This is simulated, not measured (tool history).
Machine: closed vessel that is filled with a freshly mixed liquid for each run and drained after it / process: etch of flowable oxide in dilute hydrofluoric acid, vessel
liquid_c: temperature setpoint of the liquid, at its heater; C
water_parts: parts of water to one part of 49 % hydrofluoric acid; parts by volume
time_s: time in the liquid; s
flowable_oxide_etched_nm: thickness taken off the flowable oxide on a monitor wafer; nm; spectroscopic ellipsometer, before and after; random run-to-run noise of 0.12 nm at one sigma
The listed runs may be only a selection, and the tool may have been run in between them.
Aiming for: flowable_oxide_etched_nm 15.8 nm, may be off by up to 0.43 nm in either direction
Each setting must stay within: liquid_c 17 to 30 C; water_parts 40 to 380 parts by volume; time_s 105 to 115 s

run  hour  liquid_c  water_parts  time_s  flowable_oxide_etched_nm
  1     0        22          210     105                    19.825
  2   4.2      20.5          210     105                     18.87
  3     7      18.5          210     105                     17.31
  4  13.7      18.5          270     105                    13.082
  5  20.9        19          270     105                    13.136
  6  28.7      19.5          270     105                    13.163
  7    33      20.5          270     105                    13.874
  8  35.2        21          270     105                    14.086
  9  38.1      21.5          270     105                     14.23
 10  40.2        22          270     105                    14.726
 11  48.1      22.5          270     105                    14.802
 12  50.2        23          270     105                    15.147

Which of these 5 next moves meets every target?
  A  52.3        20          265     110                         ?
  B  52.3      28.5          325     105                         ?
  C  52.3        22          270     105                         ?
  D  52.3      22.5          270     110                         ?
  E  52.3      21.5          270     105                         ?

move  flowable_oxide_etched_nm
   A                    14.527
   B                    14.321
   C                    14.578
   D                    15.551
   E                    14.316
A: the biggest miss grows against the last run
B: the biggest miss grows against the last run
C: the biggest miss grows against the last run
D: hits every target within its allowed miss
E: the biggest miss grows against the last run
Go with D: it meets all targets.
